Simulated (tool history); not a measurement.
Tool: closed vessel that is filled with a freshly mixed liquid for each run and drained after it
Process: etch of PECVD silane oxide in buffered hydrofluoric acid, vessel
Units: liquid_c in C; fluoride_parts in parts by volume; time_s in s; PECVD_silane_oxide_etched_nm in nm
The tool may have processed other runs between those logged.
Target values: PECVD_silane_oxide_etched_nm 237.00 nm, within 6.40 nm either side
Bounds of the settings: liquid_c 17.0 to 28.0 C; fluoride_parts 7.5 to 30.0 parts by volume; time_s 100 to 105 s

Run 1, hour 0.0: liquid_c 20.0 C, fluoride_parts 21.0 parts by volume, time_s 100 s. Result: PECVD_silane_oxide_etched_nm 171.63 nm.
Run 2, hour 6.0: liquid_c 21.0 C, fluoride_parts 21.0 parts by volume, time_s 100 s. Result: PECVD_silane_oxide_etched_nm 180.19 nm.
Run 3, hour 12.5: liquid_c 22.0 C, fluoride_parts 21.0 parts by volume, time_s 100 s. Result: PECVD_silane_oxide_etched_nm 190.01 nm.
Run 4, hour 14.0: liquid_c 22.5 C, fluoride_parts 21.0 parts by volume, time_s 100 s. Result: PECVD_silane_oxide_etched_nm 196.72 nm.
Run 5, hour 16.2: liquid_c 20.0 C, fluoride_parts 21.0 parts by volume, time_s 100 s. Result: PECVD_silane_oxide_etched_nm 170.73 nm.
Run 6, hour 18.6: liquid_c 21.0 C, fluoride_parts 21.0 parts by volume, time_s 100 s. Result: PECVD_silane_oxide_etched_nm 180.81 nm.
Run 7, hour 22.8: liquid_c 22.0 C, fluoride_parts 21.0 parts by volume, time_s 100 s. Result: PECVD_silane_oxide_etched_nm 191.28 nm.
Run 8, hour 24.8: liquid_c 22.5 C, fluoride_parts 21.0 parts by volume, time_s 100 s. Result: PECVD_silane_oxide_etched_nm 196.50 nm.
Run 9, hour 26.8: liquid_c 23.0 C, fluoride_parts 21.0 parts by volume, time_s 100 s. Result: PECVD_silane_oxide_etched_nm 201.22 nm.
Run 10, hour 34.3: liquid_c 23.5 C, fluoride_parts 21.0 parts by volume, time_s 100 s. Result: PECVD_silane_oxide_etched_nm 205.77 nm.
Run 11, hour 35.4: liquid_c 24.0 C, fluoride_parts 21.0 parts by volume, time_s 100 s. Result: PECVD_silane_oxide_etched_nm 212.85 nm.

5 candidate next runs follow, results not yet known. Just one meets every target within its allowed miss. Identify it.
Run A, hour 36.5: liquid_c 22.0 C, fluoride_parts 21.0 parts by volume, time_s 105 s. Result: PECVD_silane_oxide_etched_nm ?.
Run B, hour 36.5: liquid_c 23.5 C, fluoride_parts 19.5 parts by volume, time_s 100 s. Result: PECVD_silane_oxide_etched_nm ?.
Run C, hour 36.5: liquid_c 24.5 C, fluoride_parts 19.0 parts by volume, time_s 100 s. Result: PECVD_silane_oxide_etched_nm ?.
Run D, hour 36.5: liquid_c 19.5 C, fluoride_parts 19.5 parts by volume, time_s 105 s. Result: PECVD_silane_oxide_etched_nm ?.
Run E, hour 36.5: liquid_c 23.5 C, fluoride_parts 21.0 parts by volume, time_s 105 s. Result: PECVD_silane_oxide_etched_nm ?.

move  PECVD_silane_oxide_etched_nm
   A                        200.13
   B                        219.53
   C                        237.90
   D                        184.54
   E                        217.40
A: lands further from the targets than the last run did
B: nearer than the last run, and not there yet
C: meets every target
D: lands further from the targets than the last run did
E: nearer than the last run, and not there yet
So the answer is move C, the one that meets all the targets.
